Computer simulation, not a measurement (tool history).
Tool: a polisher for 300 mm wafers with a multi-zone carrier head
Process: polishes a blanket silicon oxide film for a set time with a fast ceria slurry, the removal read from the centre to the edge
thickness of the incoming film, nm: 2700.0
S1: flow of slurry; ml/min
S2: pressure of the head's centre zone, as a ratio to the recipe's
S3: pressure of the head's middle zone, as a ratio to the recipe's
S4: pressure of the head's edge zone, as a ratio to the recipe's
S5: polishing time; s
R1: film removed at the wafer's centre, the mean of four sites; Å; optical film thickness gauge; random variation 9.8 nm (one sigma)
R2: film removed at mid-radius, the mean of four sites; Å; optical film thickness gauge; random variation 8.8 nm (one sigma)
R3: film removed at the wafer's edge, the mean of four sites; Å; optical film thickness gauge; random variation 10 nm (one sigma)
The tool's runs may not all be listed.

| run | day | S1 | S2 | S3 | S4 | S5 | R1 | R2 | R3 |
|---|---|---|---|---|---|---|---|---|---|
| 1 | 0 | 215 | 1 | 1 | 1 | 76 | 7001.3 | 6931.4 | 7041 |
| 2 | 0.304 | 215 | 0.99 | 1 | 1.02 | 77 | 7056.6 | 6882.3 | 7424.2 |
| 3 | 0.354 | 260 | 0.99 | 1 | 1.02 | 77 | 7190.7 | 7168.8 | 7323.1 |
| 4 | 0.671 | 260 | 0.99 | 1 | 1.03 | 78 | 7280.4 | 7218.9 | 7540.7 |
| 5 | 0.75 | 260 | 0.99 | 0.96 | 1.03 | 78 | 7336.5 | 7230.6 | 7503 |
| 6 | 0.867 | 260 | 0.99 | 0.96 | 1.04 | 79 | 7568.4 | 7161.3 | 7793.8 |
| 7 | 1.229 | 260 | 0.98 | 0.97 | 1.05 | 79 | 7313.9 | 7239.4 | 7633.3 |
| 8 | 1.433 | 260 | 0.98 | 0.97 | 1.06 | 80 | 7464.4 | 7302.2 | 7799.8 |

The next listed run, before its measurement:
| 9 | 1.712 | 260 | 0.97 | 0.97 | 1.07 | 81 | ? | ? | ? |

Run 9 gave R1 7442.4 Å, R2 7514.2 Å, R3 7920.4 Å.
